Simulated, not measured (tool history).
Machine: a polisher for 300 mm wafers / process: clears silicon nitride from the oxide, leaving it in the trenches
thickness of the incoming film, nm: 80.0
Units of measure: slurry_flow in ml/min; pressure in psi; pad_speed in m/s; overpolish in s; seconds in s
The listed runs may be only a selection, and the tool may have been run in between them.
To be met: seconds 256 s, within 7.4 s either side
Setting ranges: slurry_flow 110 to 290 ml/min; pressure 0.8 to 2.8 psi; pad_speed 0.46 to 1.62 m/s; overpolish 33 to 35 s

run  hour  slurry_flow  pressure  pad_speed  overpolish  seconds
  1     0          185       1.8       1.04          33   147.31
  2   5.7          185       1.8       0.94          33   158.07
  3  13.3          180       1.5       0.94          33   185.76
  4  13.9          195       1.5       0.94          33   186.58
  5  14.4          195       1.3       0.94          33   213.18
  6  23.1          195       1.3       0.94          33   216.67
  7  24.8          170         1       0.94          33   284.33
  8  30.8          185         1       0.94          33   277.18
  9  32.6          195         1       0.94          33    281.7

Next run, 4 choices. One meets every target within its allowed miss, the rest don't. Which?
  A  34.4          190       1.1       0.84          35        ?
  B  34.4          245       1.3       0.66          35        ?
  C  34.4          205         1       0.94          33        ?
  D  34.4          215       1.2        0.8          33        ?

move  seconds
   A   272.26
   B   269.02
   C   270.85
   D   256.07
A: gains on the last run, yet a result remains outside its allowed miss
B: gains on the last run, yet a result remains outside its allowed miss
C: gains on the last run, yet a result remains outside its allowed miss
D: in spec on every target
So the answer is move D, the one that meets all the targets.
